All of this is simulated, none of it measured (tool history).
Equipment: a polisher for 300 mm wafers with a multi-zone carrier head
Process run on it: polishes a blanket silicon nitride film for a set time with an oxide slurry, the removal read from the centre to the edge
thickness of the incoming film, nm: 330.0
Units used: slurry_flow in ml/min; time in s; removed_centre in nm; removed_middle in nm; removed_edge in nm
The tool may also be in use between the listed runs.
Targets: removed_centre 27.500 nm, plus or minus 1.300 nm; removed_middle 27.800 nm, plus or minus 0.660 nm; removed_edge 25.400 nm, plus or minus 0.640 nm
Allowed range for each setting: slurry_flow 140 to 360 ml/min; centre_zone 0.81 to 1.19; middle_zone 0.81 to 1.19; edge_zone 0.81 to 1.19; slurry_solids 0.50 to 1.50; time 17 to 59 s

{"run": 1, "hour": 0.0, "slurry_flow": 230, "centre_zone": 1.0, "middle_zone": 1.0, "edge_zone": 1.0, "slurry_solids": 1.0, "time": 38, "removed_centre": 19.08, "removed_middle": 19.349, "removed_edge": 18.464}
{"run": 2, "hour": 6.4, "slurry_flow": 230, "centre_zone": 1.0, "middle_zone": 1.0, "edge_zone": 1.0, "slurry_solids": 1.15, "time": 38, "removed_centre": 20.871, "removed_middle": 20.342, "removed_edge": 19.872}
{"run": 3, "hour": 13.0, "slurry_flow": 230, "centre_zone": 1.0, "middle_zone": 1.04, "edge_zone": 1.0, "slurry_solids": 1.15, "time": 38, "removed_centre": 21.172, "removed_middle": 20.822, "removed_edge": 19.76}
{"run": 4, "hour": 19.3, "slurry_flow": 230, "centre_zone": 0.95, "middle_zone": 1.04, "edge_zone": 1.0, "slurry_solids": 1.15, "time": 38, "removed_centre": 19.931, "removed_middle": 21.09, "removed_edge": 19.866}
{"run": 5, "hour": 24.5, "slurry_flow": 245, "centre_zone": 0.96, "middle_zone": 1.07, "edge_zone": 1.02, "slurry_solids": 1.2, "time": 38, "removed_centre": 20.616, "removed_middle": 22.218, "removed_edge": 20.618}
{"run": 6, "hour": 29.8, "slurry_flow": 245, "centre_zone": 0.96, "middle_zone": 1.07, "edge_zone": 1.02, "slurry_solids": 1.2, "time": 43, "removed_centre": 23.373, "removed_middle": 25.047, "removed_edge": 22.911}
{"run": 7, "hour": 31.7, "slurry_flow": 255, "centre_zone": 0.98, "middle_zone": 1.08, "edge_zone": 1.04, "slurry_solids": 1.2, "time": 43, "removed_centre": 23.69, "removed_middle": 25.023, "removed_edge": 23.333}
{"run": 8, "hour": 38.2, "slurry_flow": 300, "centre_zone": 1.08, "middle_zone": 1.18, "edge_zone": 1.08, "slurry_solids": 1.3, "time": 43, "removed_centre": 27.165, "removed_middle": 28.708, "removed_edge": 25.153}
{"run": 9, "hour": 45.4, "slurry_flow": 300, "centre_zone": 1.08, "middle_zone": 1.17, "edge_zone": 1.08, "slurry_solids": 1.3, "time": 43, "removed_centre": 26.657, "removed_middle": 28.723, "removed_edge": 25.254}

Which single option among these 5 for the next run brings every result within its allowed miss of target? Just one does.
{"run": "A", "hour": 52.6, "slurry_flow": 245, "centre_zone": 1.08, "middle_zone": 1.18, "edge_zone": 1.04, "slurry_solids": 1.45, "time": 44, "removed_centre": "?", "removed_middle": "?", "removed_edge": "?"}
{"run": "B", "hour": 52.6, "slurry_flow": 265, "centre_zone": 1.11, "middle_zone": 1.12, "edge_zone": 1.09, "slurry_solids": 1.5, "time": 42, "removed_centre": "?", "removed_middle": "?", "removed_edge": "?"}
{"run": "C", "hour": 52.6, "slurry_flow": 230, "centre_zone": 0.96, "middle_zone": 1.14, "edge_zone": 0.99, "slurry_solids": 1.15, "time": 46, "removed_centre": "?", "removed_middle": "?", "removed_edge": "?"}
{"run": "D", "hour": 52.6, "slurry_flow": 265, "centre_zone": 1.08, "middle_zone": 1.16, "edge_zone": 0.93, "slurry_solids": 1.25, "time": 45, "removed_centre": "?", "removed_middle": "?", "removed_edge": "?"}
{"run": "E", "hour": 52.6, "slurry_flow": 180, "centre_zone": 1.16, "middle_zone": 1.18, "edge_zone": 1.01, "slurry_solids": 1.4, "time": 43, "removed_centre": "?", "removed_middle": "?", "removed_edge": "?"}

move=A removed_centre=28.139 removed_middle=30.151 removed_edge=25.694
move=B removed_centre=28.038 removed_middle=28.094 removed_edge=25.603
move=C removed_centre=24.399 removed_middle=27.816 removed_edge=23.888
move=D removed_centre=27.510 removed_middle=29.023 removed_edge=23.741
move=E removed_centre=27.341 removed_middle=27.844 removed_edge=23.664
A: misses by more than the last run did
B: in spec on every target
C: corrects the largest miss of the last run, while another result sits out of spec
D: misses by more than the last run did
E: corrects the largest miss of the last run, while another result sits out of spec
Correct choice: B, which meets every target

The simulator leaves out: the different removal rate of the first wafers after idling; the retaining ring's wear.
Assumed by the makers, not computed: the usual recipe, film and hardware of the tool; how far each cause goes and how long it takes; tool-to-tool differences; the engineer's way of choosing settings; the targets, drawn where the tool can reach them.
